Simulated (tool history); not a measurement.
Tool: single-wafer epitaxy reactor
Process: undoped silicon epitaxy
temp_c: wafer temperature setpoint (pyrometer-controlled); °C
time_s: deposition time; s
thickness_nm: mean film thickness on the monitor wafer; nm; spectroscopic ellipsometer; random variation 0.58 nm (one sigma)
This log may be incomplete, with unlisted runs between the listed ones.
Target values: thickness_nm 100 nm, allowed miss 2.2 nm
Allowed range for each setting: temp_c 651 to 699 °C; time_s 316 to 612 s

{"run": 1, "hour": 0.0, "temp_c": 675, "time_s": 464, "thickness_nm": 130.92}
{"run": 2, "hour": 2.2, "temp_c": 674, "time_s": 464, "thickness_nm": 129.5}
{"run": 3, "hour": 4.9, "temp_c": 667, "time_s": 464, "thickness_nm": 111.8}
{"run": 4, "hour": 6.7, "temp_c": 658, "time_s": 464, "thickness_nm": 93.829}
{"run": 5, "hour": 14.9, "temp_c": 651, "time_s": 464, "thickness_nm": 81.378}
{"run": 6, "hour": 18.2, "temp_c": 652, "time_s": 464, "thickness_nm": 83.113}
{"run": 7, "hour": 22.8, "temp_c": 653, "time_s": 464, "thickness_nm": 83.973}
{"run": 8, "hour": 23.8, "temp_c": 663, "time_s": 466, "thickness_nm": 103.69}

Below are 4 possible settings for the next run. Only one of them brings all results inside the allowed miss of their targets. Which is it?
{"run": "A", "hour": 24.8, "temp_c": 651, "time_s": 544, "thickness_nm": "?"}
{"run": "B", "hour": 24.8, "temp_c": 661, "time_s": 465, "thickness_nm": "?"}
{"run": "C", "hour": 24.8, "temp_c": 665, "time_s": 402, "thickness_nm": "?"}
{"run": "D", "hour": 24.8, "temp_c": 660, "time_s": 440, "thickness_nm": "?"}

move=A thickness_nm=94.708
move=B thickness_nm=99.378
move=C thickness_nm=93.148
move=D thickness_nm=92.144
A: takes the biggest miss from the last run beyond its target
B: hits every target within its allowed miss
C: takes the biggest miss from the last run beyond its target
D: takes the biggest miss from the last run beyond its target
Correct choice: B, which meets every target
